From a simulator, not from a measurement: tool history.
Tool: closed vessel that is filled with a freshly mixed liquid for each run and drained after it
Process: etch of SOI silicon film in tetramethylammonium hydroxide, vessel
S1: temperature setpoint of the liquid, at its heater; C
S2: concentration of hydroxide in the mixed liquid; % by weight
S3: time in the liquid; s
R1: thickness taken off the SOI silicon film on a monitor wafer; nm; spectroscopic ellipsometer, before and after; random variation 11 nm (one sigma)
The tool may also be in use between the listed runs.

run 1 hour=0.0 | S1=71.0 S2=13.5 S3=85 | R1=511.49
run 2 hour=5.2 | S1=73.5 S2=13.0 S3=85 | R1=603.32
run 3 hour=13.7 | S1=70.0 S2=13.0 S3=85 | R1=486.01
run 4 hour=20.5 | S1=75.5 S2=13.0 S3=85 | R1=673.66
run 5 hour=24.1 | S1=75.5 S2=13.0 S3=95 | R1=756.78
run 6 hour=26.2 | S1=77.0 S2=13.0 S3=95 | R1=825.08

Forecast run 7:
run 7 hour=31.9 | S1=78.5 S2=13.0 S3=95 | R1=?

Run 7 gave R1 891.29 nm.

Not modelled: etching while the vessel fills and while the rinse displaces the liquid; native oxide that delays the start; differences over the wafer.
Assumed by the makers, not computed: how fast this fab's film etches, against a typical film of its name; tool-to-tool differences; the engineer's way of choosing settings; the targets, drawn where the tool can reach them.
